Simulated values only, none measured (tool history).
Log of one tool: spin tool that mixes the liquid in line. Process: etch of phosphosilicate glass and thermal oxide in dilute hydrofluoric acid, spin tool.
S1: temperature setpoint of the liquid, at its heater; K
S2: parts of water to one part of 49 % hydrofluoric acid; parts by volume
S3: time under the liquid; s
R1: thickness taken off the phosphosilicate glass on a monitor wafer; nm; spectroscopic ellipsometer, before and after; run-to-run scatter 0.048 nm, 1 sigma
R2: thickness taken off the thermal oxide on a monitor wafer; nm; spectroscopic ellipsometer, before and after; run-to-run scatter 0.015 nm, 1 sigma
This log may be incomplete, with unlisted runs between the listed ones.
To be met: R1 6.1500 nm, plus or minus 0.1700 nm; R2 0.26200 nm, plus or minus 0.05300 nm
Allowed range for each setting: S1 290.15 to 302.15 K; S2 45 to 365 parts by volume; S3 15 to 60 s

run 1 hour=0.0 | S1=294.15 S2=205 S3=30 | R1=12.4530 R2=0.49744
run 2 hour=6.9 | S1=293.15 S2=235 S3=30 | R1=10.1430 R2=0.46220
run 3 hour=8.1 | S1=293.65 S2=260 S3=30 | R1=9.1125 R2=0.38850
run 4 hour=14.7 | S1=297.15 S2=260 S3=30 | R1=10.3390 R2=0.41689
run 5 hour=19.2 | S1=297.15 S2=300 S3=30 | R1=8.5199 R2=0.39485
run 6 hour=21.5 | S1=297.15 S2=235 S3=30 | R1=11.8870 R2=0.46036
run 7 hour=25.6 | S1=296.15 S2=260 S3=30 | R1=9.9576 R2=0.45264
run 8 hour=27.7 | S1=295.15 S2=275 S3=30 | R1=9.0158 R2=0.35685
run 9 hour=33.8 | S1=293.65 S2=290 S3=30 | R1=7.9179 R2=0.36199
run 10 hour=40.5 | S1=295.65 S2=345 S3=30 | R1=6.8680 R2=0.26007
run 11 hour=42.8 | S1=294.65 S2=345 S3=30 | R1=6.6495 R2=0.27780
run 12 hour=45.9 | S1=294.15 S2=345 S3=30 | R1=6.5122 R2=0.30025
run 13 hour=54.5 | S1=294.15 S2=350 S3=30 | R1=6.3342 R2=0.26932

Pick the move, out of 4, that brings all results within their allowed miss; only one does.
run A hour=63.1 | S1=295.15 S2=350 S3=30 | R1=? R2=?
run B hour=63.1 | S1=301.65 S2=365 S3=25 | R1=? R2=?
run C hour=63.1 | S1=292.65 S2=345 S3=30 | R1=? R2=?
run D hour=63.1 | S1=302.15 S2=365 S3=25 | R1=? R2=?

move=A R1=6.6170 R2=0.29768
move=B R1=6.4628 R2=0.29074
move=C R1=6.1733 R2=0.27772
move=D R1=6.5651 R2=0.29534
A: further off than the last run
B: further off than the last run
C: every result within its allowed miss
D: further off than the last run
Correct choice: C, which meets every target

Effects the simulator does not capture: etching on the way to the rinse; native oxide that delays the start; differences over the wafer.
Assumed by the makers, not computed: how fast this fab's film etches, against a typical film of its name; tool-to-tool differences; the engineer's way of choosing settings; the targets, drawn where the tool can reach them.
